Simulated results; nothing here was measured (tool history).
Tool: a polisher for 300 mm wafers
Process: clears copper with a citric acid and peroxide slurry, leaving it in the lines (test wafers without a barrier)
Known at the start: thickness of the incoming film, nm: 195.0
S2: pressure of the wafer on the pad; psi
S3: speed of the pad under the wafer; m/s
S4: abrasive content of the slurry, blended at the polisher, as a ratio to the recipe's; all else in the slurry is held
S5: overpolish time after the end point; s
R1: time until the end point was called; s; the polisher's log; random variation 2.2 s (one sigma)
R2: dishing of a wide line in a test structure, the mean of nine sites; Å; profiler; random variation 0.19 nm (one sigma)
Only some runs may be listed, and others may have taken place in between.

{"run": 1, "hour": 0.0, "flow of slurry (ml/min)": 160, "S2": 2.4, "S3": 0.9, "S4": 1, "S5": 9, "R1": 153.61, "R2": 86.324}
{"run": 2, "hour": 7.2, "flow of slurry (ml/min)": 155, "S2": 2.3, "S3": 0.9, "S4": 1, "S5": 10, "R1": 158.68, "R2": 91.995}
{"run": 3, "hour": 10.6, "flow of slurry (ml/min)": 155, "S2": 2.3, "S3": 0.9, "S4": 1, "S5": 8, "R1": 160.46, "R2": 71.756}
{"run": 4, "hour": 14.4, "flow of slurry (ml/min)": 150, "S2": 2.2, "S3": 0.9, "S4": 1, "S5": 9, "R1": 165.14, "R2": 79.393}
{"run": 5, "hour": 16.7, "flow of slurry (ml/min)": 150, "S2": 2.2, "S3": 0.9, "S4": 1, "S5": 8, "R1": 165.82, "R2": 72.409}
{"run": 6, "hour": 19.0, "flow of slurry (ml/min)": 150, "S2": 2.7, "S3": 0.9, "S4": 1, "S5": 8, "R1": 144.39, "R2": 78.47}
{"hour": 26.5, "done": "slurry blender recalibrated"}
{"run": 7, "hour": 26.5, "flow of slurry (ml/min)": 145, "S2": 2.5, "S3": 0.9, "S4": 1, "S5": 9, "R1": 138.17, "R2": 92.417}
{"run": 8, "hour": 31.5, "flow of slurry (ml/min)": 165, "S2": 2.5, "S3": 0.9, "S4": 1, "S5": 10, "R1": 136.12, "R2": 102.68}
{"run": 9, "hour": 37.0, "flow of slurry (ml/min)": 155, "S2": 2.3, "S3": 0.9, "S4": 1, "S5": 10, "R1": 150.48, "R2": 99.482}

Run 10 is up next; what results do you expect?
{"run": 10, "hour": 41.5, "flow of slurry (ml/min)": 155, "S2": 2.3, "S3": 0.9, "S4": 1, "S5": 10, "R1": "?", "R2": "?"}

{"run 10": {"R1": 148.84, "R2": 98.126}}
